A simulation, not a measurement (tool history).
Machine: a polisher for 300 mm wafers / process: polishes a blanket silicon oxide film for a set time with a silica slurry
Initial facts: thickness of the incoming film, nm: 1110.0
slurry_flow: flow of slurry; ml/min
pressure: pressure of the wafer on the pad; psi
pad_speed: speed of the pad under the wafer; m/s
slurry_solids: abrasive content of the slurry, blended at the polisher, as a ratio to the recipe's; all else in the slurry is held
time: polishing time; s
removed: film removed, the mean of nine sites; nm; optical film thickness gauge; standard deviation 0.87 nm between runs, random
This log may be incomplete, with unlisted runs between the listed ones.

{"run": 1, "hour": 0.0, "slurry_flow": 265, "pressure": 3.1, "pad_speed": 1.42, "slurry_solids": 1.0, "time": 47, "removed": 111.84}
{"run": 2, "hour": 4.5, "slurry_flow": 265, "pressure": 3.1, "pad_speed": 1.42, "slurry_solids": 1.0, "time": 47, "removed": 109.61}
{"run": 3, "hour": 12.2, "slurry_flow": 265, "pressure": 2.9, "pad_speed": 1.42, "slurry_solids": 1.0, "time": 47, "removed": 106.75}
{"run": 4, "hour": 13.1, "slurry_flow": 265, "pressure": 2.7, "pad_speed": 1.42, "slurry_solids": 1.0, "time": 47, "removed": 98.341}
{"run": 5, "hour": 16.4, "slurry_flow": 265, "pressure": 2.6, "pad_speed": 1.42, "slurry_solids": 1.0, "time": 47, "removed": 97.446}
{"run": 6, "hour": 25.2, "slurry_flow": 265, "pressure": 2.5, "pad_speed": 1.42, "slurry_solids": 1.0, "time": 47, "removed": 91.93}
{"run": 7, "hour": 28.7, "slurry_flow": 265, "pressure": 2.4, "pad_speed": 1.42, "slurry_solids": 1.0, "time": 47, "removed": 89.542}

Run 8 comes next. What will it give?
{"run": 8, "hour": 29.7, "slurry_flow": 265, "pressure": 2.0, "pad_speed": 1.4, "slurry_solids": 1.0, "time": 47, "removed": "?"}

For run 8 the tool returned removed 76.172 nm.
